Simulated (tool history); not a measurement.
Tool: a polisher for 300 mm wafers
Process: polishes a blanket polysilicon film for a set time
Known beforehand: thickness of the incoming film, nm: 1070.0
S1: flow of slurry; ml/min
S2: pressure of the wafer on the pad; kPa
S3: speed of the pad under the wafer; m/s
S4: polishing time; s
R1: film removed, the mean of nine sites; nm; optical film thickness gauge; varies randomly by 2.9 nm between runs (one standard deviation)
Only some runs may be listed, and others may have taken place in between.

Run 1, hour 0: S1 265 ml/min, S2 21.4 kPa, S3 1.02 m/s, S4 54 s. Result: R1 403.62 nm.
Run 2, hour 2.6: S1 265 ml/min, S2 18.6 kPa, S3 1 m/s, S4 54 s. Result: R1 343.38 nm.
Run 3, hour 10.4: S1 265 ml/min, S2 16.5 kPa, S3 0.98 m/s, S4 54 s. Result: R1 301.49 nm.
Run 4, hour 11.1: S1 265 ml/min, S2 16.5 kPa, S3 1.22 m/s, S4 54 s. Result: R1 366.02 nm.
Run 5, hour 12.1: S1 265 ml/min, S2 15.2 kPa, S3 1.16 m/s, S4 54 s. Result: R1 325.02 nm.
At hour 12.9: slurry nozzle cleaned.
Run 6, hour 12.9: S1 265 ml/min, S2 13.8 kPa, S3 1.12 m/s, S4 54 s. Result: R1 300.93 nm.
Run 7, hour 19.5: S1 265 ml/min, S2 13.1 kPa, S3 1.08 m/s, S4 54 s. Result: R1 271.21 nm.
Run 8, hour 25: S1 265 ml/min, S2 12.4 kPa, S3 1.06 m/s, S4 54 s. Result: R1 257.89 nm.

Run 9, settings as shown, results not yet in. Your forecast:
Run 9, hour 28.9: S1 260 ml/min, S2 9.7 kPa, S3 0.96 m/s, S4 54 s. Result: R1 ?.

Run 9 gave R1 183.66 nm.
